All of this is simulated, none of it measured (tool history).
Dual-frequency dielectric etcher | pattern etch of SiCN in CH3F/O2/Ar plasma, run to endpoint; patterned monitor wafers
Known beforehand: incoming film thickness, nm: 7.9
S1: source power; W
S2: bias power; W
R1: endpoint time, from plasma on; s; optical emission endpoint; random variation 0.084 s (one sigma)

run	hour	S1	S2	R1
1	0.0	430	69	16.872
2	6.4	430	59	17.638
3	15.0	470	60	17.183
4	19.1	500	63	16.575
5	23.7	500	53	17.513
6	24.5	580	53	16.599

What will run 7 give?
7	30.0	590	57	?

Run 7 yielded R1 16.352 s.

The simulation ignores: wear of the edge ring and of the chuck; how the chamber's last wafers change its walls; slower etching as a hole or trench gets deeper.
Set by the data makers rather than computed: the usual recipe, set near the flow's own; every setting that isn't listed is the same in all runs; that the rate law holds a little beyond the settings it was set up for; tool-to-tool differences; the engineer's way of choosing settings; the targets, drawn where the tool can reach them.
